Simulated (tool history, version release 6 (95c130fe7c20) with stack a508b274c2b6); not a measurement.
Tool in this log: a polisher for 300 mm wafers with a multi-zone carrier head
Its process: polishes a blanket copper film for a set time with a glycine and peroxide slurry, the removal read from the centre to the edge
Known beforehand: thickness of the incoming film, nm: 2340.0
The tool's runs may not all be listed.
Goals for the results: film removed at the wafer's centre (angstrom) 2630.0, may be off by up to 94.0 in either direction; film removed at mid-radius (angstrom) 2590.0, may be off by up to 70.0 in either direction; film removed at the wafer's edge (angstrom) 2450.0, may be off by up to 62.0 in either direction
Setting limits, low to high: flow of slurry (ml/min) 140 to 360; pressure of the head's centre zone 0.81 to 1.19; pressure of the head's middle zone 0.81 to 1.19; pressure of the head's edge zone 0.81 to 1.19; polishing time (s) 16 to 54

| run | hour | flow of slurry (ml/min) | pressure of the head's centre zone | pressure of the head's middle zone | pressure of the head's edge zone | polishing time (s) | film removed at the wafer's centre (angstrom) | film removed at mid-radius (angstrom) | film removed at the wafer's edge (angstrom) |
|---|---|---|---|---|---|---|---|---|---|
| 1 | 0.0 | 230 | 1.00 | 1.00 | 1.00 | 35 | 1834.3 | 1742.3 | 1782.6 |
| 2 | 6.1 | 240 | 1.01 | 1.02 | 1.02 | 36 | 1911.6 | 1839.2 | 1882.8 |
| 3 | 14.5 | 240 | 0.95 | 1.02 | 1.02 | 36 | 1785.8 | 1827.4 | 1886.2 |
| 4 | 21.2 | 215 | 0.95 | 1.02 | 1.02 | 36 | 1751.8 | 1822.2 | 1864.0 |
| 5 | 24.1 | 215 | 0.89 | 1.02 | 1.02 | 36 | 1662.4 | 1836.7 | 1887.3 |
| 6 | 28.5 | 225 | 0.92 | 1.04 | 1.03 | 37 | 1777.6 | 1918.3 | 1937.8 |
| 7 | 29.9 | 230 | 0.94 | 1.06 | 1.05 | 38 | 1858.2 | 1995.5 | 2021.2 |
| 8 | 33.4 | 235 | 0.96 | 1.08 | 1.05 | 39 | 1972.6 | 2047.4 | 2055.7 |

Which one of the following 4 next-run settings gets every result inside its allowed miss? There is exactly one.
| A | 36.9 | 265 | 1.12 | 0.87 | 1.18 | 39 | ? | ? | ? |
| B | 36.9 | 215 | 1.09 | 1.15 | 1.06 | 46 | ? | ? | ? |
| C | 36.9 | 265 | 1.19 | 1.09 | 0.87 | 50 | ? | ? | ? |
| D | 36.9 | 225 | 0.90 | 1.14 | 1.04 | 51 | ? | ? | ? |

| move | film removed at the wafer's centre (angstrom) | film removed at mid-radius (angstrom) | film removed at the wafer's edge (angstrom) |
|---|---|---|---|
| A | 2282.9 | 1744.0 | 2200.7 |
| B | 2579.6 | 2563.4 | 2419.4 |
| C | 3115.8 | 2702.6 | 2425.5 |
| D | 2366.9 | 2833.5 | 2664.6 |
A: further off than the last run
B: all results in spec
C: carries the result that was furthest off beyond its target, to the other side
D: carries the result that was furthest off beyond its target, to the other side
B meets every target.
